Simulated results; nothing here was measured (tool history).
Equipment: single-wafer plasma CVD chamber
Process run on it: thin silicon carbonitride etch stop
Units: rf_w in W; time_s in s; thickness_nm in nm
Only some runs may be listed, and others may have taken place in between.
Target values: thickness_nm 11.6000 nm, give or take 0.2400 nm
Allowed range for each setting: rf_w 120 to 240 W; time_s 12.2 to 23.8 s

run 1 hour=0.0 | rf_w=180 time_s=18.0 | thickness_nm=9.7751
run 2 hour=2.7 | rf_w=170 time_s=18.0 | thickness_nm=9.7129
run 3 hour=9.9 | rf_w=150 time_s=18.0 | thickness_nm=9.4299
run 4 hour=18.0 | rf_w=135 time_s=18.0 | thickness_nm=9.0674
run 5 hour=22.4 | rf_w=140 time_s=18.2 | thickness_nm=9.4307
run 6 hour=30.0 | rf_w=140 time_s=20.1 | thickness_nm=10.2540
run 7 hour=30.6 | rf_w=145 time_s=20.2 | thickness_nm=10.5160
run 8 hour=32.3 | rf_w=150 time_s=20.3 | thickness_nm=10.5810

Which of these 5 next moves meets every target?
run A hour=34.0 | rf_w=140 time_s=19.2 | thickness_nm=?
run B hour=34.0 | rf_w=135 time_s=17.9 | thickness_nm=?
run C hour=34.0 | rf_w=165 time_s=21.7 | thickness_nm=?
run D hour=34.0 | rf_w=140 time_s=20.1 | thickness_nm=?
run E hour=34.0 | rf_w=145 time_s=17.9 | thickness_nm=?

move=A thickness_nm=9.7222
move=B thickness_nm=8.9876
move=C thickness_nm=11.4250
move=D thickness_nm=10.1780
move=E thickness_nm=9.1387
A: the biggest miss grows against the last run
B: the biggest miss grows against the last run
C: every result lands within tolerance
D: the biggest miss grows against the last run
E: the biggest miss grows against the last run
The move that meets every target is C.
